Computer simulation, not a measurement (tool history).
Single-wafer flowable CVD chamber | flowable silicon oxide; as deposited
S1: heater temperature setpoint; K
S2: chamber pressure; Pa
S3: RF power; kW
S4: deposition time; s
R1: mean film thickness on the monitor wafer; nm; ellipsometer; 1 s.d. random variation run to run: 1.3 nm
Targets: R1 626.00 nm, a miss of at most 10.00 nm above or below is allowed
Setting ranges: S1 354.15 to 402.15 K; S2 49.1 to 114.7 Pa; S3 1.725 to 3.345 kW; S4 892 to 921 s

run    day      S1    S2     S3   S4      R1
  1  0.000  378.15  81.9  2.535  892  379.82
  2  0.146  388.15  81.9  2.535  892  272.12
  3  0.283  388.15  81.9  2.535  892  272.48
  4  0.562  382.15  81.9  2.535  892  331.18
  5  0.662  382.15  81.9  2.535  892  329.97
  6  0.975  377.15  81.9  2.535  892  393.74
  7  1.158  374.15  81.9  2.535  892  437.64
  8  1.383  371.15  81.9  2.535  892  482.91
  9  1.412  369.15  81.9  2.535  892  517.32
 10  1.642  362.15  81.9  2.535  892  657.79
 11  1.742  363.15  81.9  2.535  892  635.95

5 candidate next runs follow, results not yet known. Just one meets every target within its allowed miss. Identify it.
  A  1.842  363.15  85.1  2.420  892   ?
  B  1.842  364.15  86.9  2.730  892   ?
  C  1.842  363.15  78.4  2.425  912   ?
  D  1.842  363.15  84.3  2.450  892   ?
  E  1.842  359.15  72.3  2.450  915   ?

move      R1
   A  657.89
   B  658.11
   C  621.58
   D  652.83
   E  652.86
A: lands further from the targets than the last run did
B: lands further from the targets than the last run did
C: all results land within tolerance of their targets
D: lands further from the targets than the last run did
E: lands further from the targets than the last run did
Move C is the one to make.

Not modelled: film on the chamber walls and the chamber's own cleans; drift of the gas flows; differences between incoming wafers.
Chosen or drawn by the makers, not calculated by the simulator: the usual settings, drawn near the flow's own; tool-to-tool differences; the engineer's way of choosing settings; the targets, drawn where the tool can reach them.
